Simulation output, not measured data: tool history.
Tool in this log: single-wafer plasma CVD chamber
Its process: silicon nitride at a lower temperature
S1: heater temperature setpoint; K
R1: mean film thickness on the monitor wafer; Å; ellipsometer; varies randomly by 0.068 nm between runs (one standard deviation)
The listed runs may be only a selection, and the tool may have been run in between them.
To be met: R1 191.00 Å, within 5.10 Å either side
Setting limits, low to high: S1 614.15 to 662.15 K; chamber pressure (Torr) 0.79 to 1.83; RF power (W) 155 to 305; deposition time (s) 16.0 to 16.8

{"run": 1, "hour": 0.0, "S1": 638.15, "chamber pressure (Torr)": 1.31, "RF power (W)": 230, "deposition time (s)": 16.8, "R1": 156.86}
{"run": 2, "hour": 2.8, "S1": 638.15, "chamber pressure (Torr)": 1.4, "RF power (W)": 240, "deposition time (s)": 16.8, "R1": 164.72}
{"run": 3, "hour": 5.4, "S1": 638.15, "chamber pressure (Torr)": 1.47, "RF power (W)": 250, "deposition time (s)": 16.8, "R1": 170.65}
{"run": 4, "hour": 11.4, "S1": 647.15, "chamber pressure (Torr)": 1.47, "RF power (W)": 250, "deposition time (s)": 16.8, "R1": 170.65}
{"run": 5, "hour": 16.0, "S1": 647.15, "chamber pressure (Torr)": 1.52, "RF power (W)": 255, "deposition time (s)": 16.8, "R1": 174.37}
{"run": 6, "hour": 16.7, "S1": 647.15, "chamber pressure (Torr)": 1.52, "RF power (W)": 255, "deposition time (s)": 16.0, "R1": 166.17}
{"run": 7, "hour": 24.0, "S1": 647.15, "chamber pressure (Torr)": 1.55, "RF power (W)": 265, "deposition time (s)": 16.1, "R1": 173.36}
{"run": 8, "hour": 26.0, "S1": 647.15, "chamber pressure (Torr)": 1.58, "RF power (W)": 270, "deposition time (s)": 16.2, "R1": 175.65}
{"run": 9, "hour": 32.1, "S1": 647.15, "chamber pressure (Torr)": 1.6, "RF power (W)": 275, "deposition time (s)": 16.3, "R1": 181.32}
{"run": 10, "hour": 39.9, "S1": 647.15, "chamber pressure (Torr)": 1.62, "RF power (W)": 280, "deposition time (s)": 16.3, "R1": 184.35}

Exercise: of the 5 proposed moves below, exactly one satisfies all targets within the stated allowed misses. Which move is it?
{"run": "A", "hour": 47.7, "S1": 651.15, "chamber pressure (Torr)": 1.63, "RF power (W)": 265, "deposition time (s)": 16.2, "R1": "?"}
{"run": "B", "hour": 47.7, "S1": 653.15, "chamber pressure (Torr)": 1.46, "RF power (W)": 275, "deposition time (s)": 16.6, "R1": "?"}
{"run": "C", "hour": 47.7, "S1": 651.15, "chamber pressure (Torr)": 1.6, "RF power (W)": 265, "deposition time (s)": 16.5, "R1": "?"}
{"run": "D", "hour": 47.7, "S1": 639.15, "chamber pressure (Torr)": 1.57, "RF power (W)": 290, "deposition time (s)": 16.0, "R1": "?"}
{"run": "E", "hour": 47.7, "S1": 659.15, "chamber pressure (Torr)": 1.83, "RF power (W)": 275, "deposition time (s)": 16.6, "R1": "?"}

move=A R1=176.56
move=B R1=176.97
move=C R1=178.59
move=D R1=181.65
move=E R1=191.86
A: lands further from the targets than the last run did
B: lands further from the targets than the last run did
C: lands further from the targets than the last run did
D: lands further from the targets than the last run did
E: meets every target
Go with E: it meets all targets.
